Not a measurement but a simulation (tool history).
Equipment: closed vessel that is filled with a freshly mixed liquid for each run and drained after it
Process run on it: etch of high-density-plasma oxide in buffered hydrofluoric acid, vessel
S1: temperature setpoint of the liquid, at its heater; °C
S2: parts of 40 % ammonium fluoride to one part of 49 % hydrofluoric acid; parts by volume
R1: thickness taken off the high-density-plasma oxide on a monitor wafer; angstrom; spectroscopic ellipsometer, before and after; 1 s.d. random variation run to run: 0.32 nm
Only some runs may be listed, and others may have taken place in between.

run 1 hour=0.0 | S1=25.0 S2=23.0 time_in_the_liquid_(s)=95 | R1=677.19
run 2 hour=6.5 | S1=22.0 S2=23.0 time_in_the_liquid_(s)=95 | R1=573.91
run 3 hour=14.2 | S1=22.0 S2=23.0 time_in_the_liquid_(s)=105 | R1=640.10
run 4 hour=17.2 | S1=24.5 S2=23.0 time_in_the_liquid_(s)=105 | R1=732.11
run 5 hour=22.1 | S1=24.5 S2=23.0 time_in_the_liquid_(s)=95 | R1=664.36
-- hour=29.9 hydrofluoric acid flow meter replaced
run 6 hour=29.9 | S1=23.5 S2=23.0 time_in_the_liquid_(s)=95 | R1=600.74

Expected results for the next run?
run 7 hour=32.8 | S1=23.0 S2=23.0 time_in_the_liquid_(s)=95 | R1=?

R1: 589.80 angstrom

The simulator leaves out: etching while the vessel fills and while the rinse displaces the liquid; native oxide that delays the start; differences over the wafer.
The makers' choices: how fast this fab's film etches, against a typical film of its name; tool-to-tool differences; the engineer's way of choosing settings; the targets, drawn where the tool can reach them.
